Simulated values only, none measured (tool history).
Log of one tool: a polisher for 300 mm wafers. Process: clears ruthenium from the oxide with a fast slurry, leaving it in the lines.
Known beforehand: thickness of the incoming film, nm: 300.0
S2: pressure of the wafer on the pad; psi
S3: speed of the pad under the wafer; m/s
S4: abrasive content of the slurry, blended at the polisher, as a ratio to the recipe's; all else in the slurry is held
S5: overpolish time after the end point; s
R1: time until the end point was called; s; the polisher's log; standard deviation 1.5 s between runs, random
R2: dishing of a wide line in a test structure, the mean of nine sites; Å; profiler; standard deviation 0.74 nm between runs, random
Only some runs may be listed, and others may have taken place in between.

Run 1, hour 0: flow of slurry (ml/min) 235, S2 1.9 psi, S3 1.26 m/s, S4 1, S5 19 s. Result: R1 88.634 s, R2 528.86 Å.
Run 2, hour 7: flow of slurry (ml/min) 235, S2 1.9 psi, S3 1.26 m/s, S4 1.2, S5 19 s. Result: R1 80.649 s, R2 573.63 Å.
Run 3, hour 12.6: flow of slurry (ml/min) 235, S2 2.2 psi, S3 1.26 m/s, S4 1.2, S5 19 s. Result: R1 70.95 s, R2 600.93 Å.
Run 4, hour 13.9: flow of slurry (ml/min) 235, S2 2.2 psi, S3 1.26 m/s, S4 1.2, S5 25 s. Result: R1 70.304 s, R2 781.59 Å.
Run 5, hour 18.7: flow of slurry (ml/min) 235, S2 2.1 psi, S3 1.24 m/s, S4 1.2, S5 23 s. Result: R1 75.617 s, R2 696.56 Å.
Run 6, hour 22.9: flow of slurry (ml/min) 235, S2 2 psi, S3 1.24 m/s, S4 1.2, S5 22 s. Result: R1 79.403 s, R2 663.69 Å.
Run 7, hour 26.7: flow of slurry (ml/min) 235, S2 1.9 psi, S3 1.22 m/s, S4 1.2, S5 21 s. Result: R1 82.708 s, R2 610.09 Å.
Run 8, hour 29.8: flow of slurry (ml/min) 235, S2 1.8 psi, S3 1.2 m/s, S4 1.2, S5 20 s. Result: R1 86.897 s, R2 540.23 Å.
Run 9, hour 38: flow of slurry (ml/min) 235, S2 1.7 psi, S3 1.2 m/s, S4 1.2, S5 20 s. Result: R1 92.428 s, R2 537.05 Å.
Run 10, hour 45: flow of slurry (ml/min) 235, S2 1.6 psi, S3 1.2 m/s, S4 1.2, S5 19 s. Result: R1 93.158 s, R2 486.11 Å.

Run 11 is up next; what results do you expect?
Run 11, hour 46.1: flow of slurry (ml/min) 235, S2 1.5 psi, S3 1.2 m/s, S4 1.2, S5 19 s. Result: R1 ?, R2 ?.

{"run 11": {"R1": 101.04, "R2": 478.82}}
